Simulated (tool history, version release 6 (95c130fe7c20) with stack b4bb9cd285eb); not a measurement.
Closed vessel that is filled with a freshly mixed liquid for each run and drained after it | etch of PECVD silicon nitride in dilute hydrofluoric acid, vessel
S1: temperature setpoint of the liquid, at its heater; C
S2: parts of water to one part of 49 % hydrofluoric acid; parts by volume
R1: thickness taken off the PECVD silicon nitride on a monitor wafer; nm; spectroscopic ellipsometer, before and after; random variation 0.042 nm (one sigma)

Run 1, hour 0: S1 24 C, S2 55 parts by volume, time in the liquid (s) 45. Result: R1 2.6619 nm.
Run 2, hour 1.4: S1 26 C, S2 55 parts by volume, time in the liquid (s) 45. Result: R1 3.0438 nm.
Run 3, hour 9.1: S1 27.5 C, S2 55 parts by volume, time in the liquid (s) 45. Result: R1 3.3602 nm.
Run 4, hour 16: S1 27.5 C, S2 70 parts by volume, time in the liquid (s) 45. Result: R1 2.6693 nm.
Run 5, hour 23.6: S1 27.5 C, S2 70 parts by volume, time in the liquid (s) 45. Result: R1 2.6609 nm.
Run 6, hour 25.7: S1 28.5 C, S2 65 parts by volume, time in the liquid (s) 45. Result: R1 3.042 nm.
Run 7, hour 30.7: S1 29.5 C, S2 60 parts by volume, time in the liquid (s) 45. Result: R1 3.4708 nm.
Run 8, hour 31.9: S1 30 C, S2 55 parts by volume, time in the liquid (s) 45. Result: R1 3.9179 nm.
Run 9, hour 33.8: S1 30.5 C, S2 55 parts by volume, time in the liquid (s) 45. Result: R1 3.9877 nm.

Run 10 comes next. What will it give?
Run 10, hour 36.4: S1 31 C, S2 55 parts by volume, time in the liquid (s) 45. Result: R1 ?.

Run 10 gave R1 4.1427 nm.
